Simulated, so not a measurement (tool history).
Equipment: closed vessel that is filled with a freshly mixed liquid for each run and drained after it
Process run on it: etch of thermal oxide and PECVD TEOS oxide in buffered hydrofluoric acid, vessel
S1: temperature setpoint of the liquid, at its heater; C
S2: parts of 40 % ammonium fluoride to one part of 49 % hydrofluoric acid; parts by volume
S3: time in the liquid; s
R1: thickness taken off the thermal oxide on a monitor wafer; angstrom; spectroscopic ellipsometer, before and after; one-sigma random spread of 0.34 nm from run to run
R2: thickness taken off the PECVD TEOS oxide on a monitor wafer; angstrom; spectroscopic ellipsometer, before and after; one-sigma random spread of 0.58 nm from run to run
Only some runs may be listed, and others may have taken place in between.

Run 1, hour 0: S1 24 C, S2 8 parts by volume, S3 60 s. Result: R1 777.18 angstrom, R2 1212.1 angstrom.
Run 2, hour 8.6: S1 22 C, S2 8.5 parts by volume, S3 60 s. Result: R1 647.72 angstrom, R2 1026.2 angstrom.
Run 3, hour 11.6: S1 22 C, S2 9.5 parts by volume, S3 60 s. Result: R1 581.36 angstrom, R2 916.22 angstrom.
Run 4, hour 14: S1 24 C, S2 9.5 parts by volume, S3 60 s. Result: R1 653.86 angstrom, R2 1024 angstrom.
Run 5, hour 19.4: S1 22 C, S2 10 parts by volume, S3 60 s. Result: R1 567.92 angstrom, R2 897.81 angstrom.
Run 6, hour 25.8: S1 22 C, S2 10 parts by volume, S3 80 s. Result: R1 760.83 angstrom, R2 1185.7 angstrom.
Run 7, hour 28.5: S1 20.5 C, S2 11 parts by volume, S3 80 s. Result: R1 641.88 angstrom, R2 993.08 angstrom.
Run 8, hour 29.9: S1 19.5 C, S2 11.5 parts by volume, S3 80 s. Result: R1 562.6 angstrom, R2 898.08 angstrom.
Run 9, hour 32.8: S1 19 C, S2 12 parts by volume, S3 80 s. Result: R1 541.26 angstrom, R2 835.08 angstrom.

Run 10 is up next; what results do you expect?
Run 10, hour 34.9: S1 18.5 C, S2 12.5 parts by volume, S3 80 s. Result: R1 ?, R2 ?.

{"run 10": {"R1": 504.19, "R2": 777.39}}
